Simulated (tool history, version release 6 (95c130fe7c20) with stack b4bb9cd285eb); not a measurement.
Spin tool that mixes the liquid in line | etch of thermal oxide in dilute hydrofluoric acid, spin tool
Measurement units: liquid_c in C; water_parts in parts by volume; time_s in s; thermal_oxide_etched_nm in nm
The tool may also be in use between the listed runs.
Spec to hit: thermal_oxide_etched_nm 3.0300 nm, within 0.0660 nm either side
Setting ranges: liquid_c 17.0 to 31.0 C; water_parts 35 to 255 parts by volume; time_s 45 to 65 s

run  hour  liquid_c  water_parts  time_s  thermal_oxide_etched_nm
  1   0.0      23.0          145      65                   1.7561
  2   4.8      25.0          145      65                   1.9098
  3   8.8      25.5          140      65                   2.0252
  4  17.1      26.0          135      65                   2.1366
  5  17.7      26.0          180      65                   1.5294
  6  24.8      26.0          205      65                   1.3128
  7  26.6      26.5          195      65                   1.4081
  8  31.1      27.0          185      65                   1.5238
  9  33.2      27.5          175      65                   1.6738
 10  36.8      28.0          165      65                   1.8285
 11  42.2      28.5          160      65                   1.9493
 12  49.2      29.0          155      65                   2.0256

Which of these 4 next moves meets every target?
  A  56.2      31.0           95      65                        ?
  B  56.2      27.5          105      65                        ?
  C  56.2      27.5          110      65                        ?
  D  56.2      30.0           90      65                        ?

move  thermal_oxide_etched_nm
   A                   3.8581
   B                   3.0164
   C                   2.8604
   D                   3.9508
A: takes the biggest miss from the last run beyond its target
B: in spec on every target
C: an improvement on the last run, though not all results are within tolerance
D: takes the biggest miss from the last run beyond its target
Go with B: it meets all targets.
